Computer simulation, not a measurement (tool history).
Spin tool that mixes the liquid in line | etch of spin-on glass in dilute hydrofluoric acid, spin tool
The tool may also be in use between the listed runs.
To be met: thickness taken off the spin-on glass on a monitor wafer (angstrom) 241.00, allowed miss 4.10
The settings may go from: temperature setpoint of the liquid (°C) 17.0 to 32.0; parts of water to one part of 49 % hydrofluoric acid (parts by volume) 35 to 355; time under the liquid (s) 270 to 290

run  hour  temperature setpoint of the liquid (°C)  parts of water to one part of 49 % hydrofluoric acid (parts by volume)  time under the liquid (s)  thickness taken off the spin-on glass on a monitor wafer (angstrom)
  1   0.0                                     24.0                                                                     195                        270                                                               395.71
  2   2.5                                     26.0                                                                     195                        270                                                               428.05
  3   4.7                                     26.0                                                                     195                        290                                                               458.76
  4  11.9                                     26.0                                                                     250                        290                                                               336.09
  5  18.2                                     26.0                                                                     250                        270                                                               316.01
  6  20.9                                     26.0                                                                     200                        270                                                               416.18
  7  23.1                                     23.5                                                                     210                        270                                                               355.28
  8  28.6                                     21.5                                                                     220                        270                                                               311.42
  9  34.2                                     20.0                                                                     225                        270                                                               286.34
 10  43.1                                     19.0                                                                     230                        270                                                               269.08
 11  50.4                                     18.5                                                                     230                        270                                                               263.48

5 next moves are on the table. One of them brings every result within its allowed miss. Which?
  A  57.7                                     17.0                                                                     260                        290                                                                    ?
  B  57.7                                     18.0                                                                     260                        290                                                                    ?
  C  57.7                                     18.5                                                                     230                        285                                                                    ?
  D  57.7                                     17.5                                                                     215                        270                                                                    ?
  E  57.7                                     18.5                                                                     220                        290                                                                    ?

move  thickness taken off the spin-on glass on a monitor wafer (angstrom)
   A                                                               230.63
   B                                                               239.66
   C                                                               278.85
   D                                                               275.56
   E                                                               299.40
A: takes the result that was furthest off past its target
B: meets every target
C: further off than the last run
D: further off than the last run
E: further off than the last run
Answer: B
